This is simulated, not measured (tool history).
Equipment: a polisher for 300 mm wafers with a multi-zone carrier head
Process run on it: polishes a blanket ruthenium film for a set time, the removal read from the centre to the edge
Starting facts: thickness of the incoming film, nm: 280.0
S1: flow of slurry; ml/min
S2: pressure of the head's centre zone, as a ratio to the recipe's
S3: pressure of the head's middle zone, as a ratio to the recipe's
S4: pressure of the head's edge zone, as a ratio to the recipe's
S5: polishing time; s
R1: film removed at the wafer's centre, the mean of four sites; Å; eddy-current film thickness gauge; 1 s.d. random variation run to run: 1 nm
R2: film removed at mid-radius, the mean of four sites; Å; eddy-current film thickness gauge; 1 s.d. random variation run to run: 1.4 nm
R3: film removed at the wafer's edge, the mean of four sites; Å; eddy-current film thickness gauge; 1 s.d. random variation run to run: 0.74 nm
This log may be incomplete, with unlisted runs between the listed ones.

Run 1, hour 0.0: S1 135 ml/min, S2 1.00, S3 1.00, S4 1.00, S5 71 s. Result: R1 1099.4 Å, R2 1081.8 Å, R3 1013.50 Å.
Run 2, hour 2.2: S1 130 ml/min, S2 1.01, S3 0.99, S4 0.98, S5 71 s. Result: R1 1112.3 Å, R2 1038.1 Å, R3 1002.90 Å.
Run 3, hour 3.7: S1 125 ml/min, S2 1.01, S3 1.00, S4 0.96, S5 71 s. Result: R1 1090.9 Å, R2 1071.1 Å, R3 973.17 Å.
Run 4, hour 8.6: S1 125 ml/min, S2 1.01, S3 1.00, S4 0.96, S5 82 s. Result: R1 1259.5 Å, R2 1202.0 Å, R3 1135.10 Å.
Run 5, hour 10.0: S1 135 ml/min, S2 1.01, S3 1.00, S4 0.96, S5 82 s. Result: R1 1271.3 Å, R2 1230.7 Å, R3 1151.70 Å.
Run 6, hour 15.5: S1 125 ml/min, S2 1.00, S3 0.98, S4 0.93, S5 80 s. Result: R1 1216.4 Å, R2 1204.5 Å, R3 1087.30 Å.

Run 7, settings as shown, results not yet in. Your forecast:
Run 7, hour 19.3: S1 120 ml/min, S2 1.00, S3 0.96, S4 0.93, S5 78 s. Result: R1 ?, R2 ?, R3 ?.

{"run 7": {"R1": 1165.2, "R2": 1080.1, "R3": 1054.8}}
